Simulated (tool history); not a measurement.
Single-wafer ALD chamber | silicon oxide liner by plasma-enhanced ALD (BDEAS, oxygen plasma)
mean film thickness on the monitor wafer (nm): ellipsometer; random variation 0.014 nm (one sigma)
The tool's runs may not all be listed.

| run | hour | heater temperature setpoint (K) | number of ALD cycles (cycles) | mean film thickness on the monitor wafer (nm) |
|---|---|---|---|---|
| 1 | 0 | 588.15 | 40 | 3.7278 |
| 2 | 5.8 | 588.15 | 39 | 3.631 |
| 3 | 8.8 | 588.15 | 41 | 3.8192 |
| 4 | 9.4 | 579.15 | 41 | 3.8876 |
| 5 | 16.8 | 569.15 | 41 | 3.9768 |
| 6 | 19.8 | 575.15 | 41 | 3.8817 |
| 7 | 27.7 | 576.15 | 40 | 3.7711 |
| 8 | 30.1 | 585.15 | 34 | 3.1695 |

Forecast run 9:
| 9 | 32.8 | 586.15 | 34 | ? |

{"run 9": {"mean film thickness on the monitor wafer (nm)": 3.1782}}

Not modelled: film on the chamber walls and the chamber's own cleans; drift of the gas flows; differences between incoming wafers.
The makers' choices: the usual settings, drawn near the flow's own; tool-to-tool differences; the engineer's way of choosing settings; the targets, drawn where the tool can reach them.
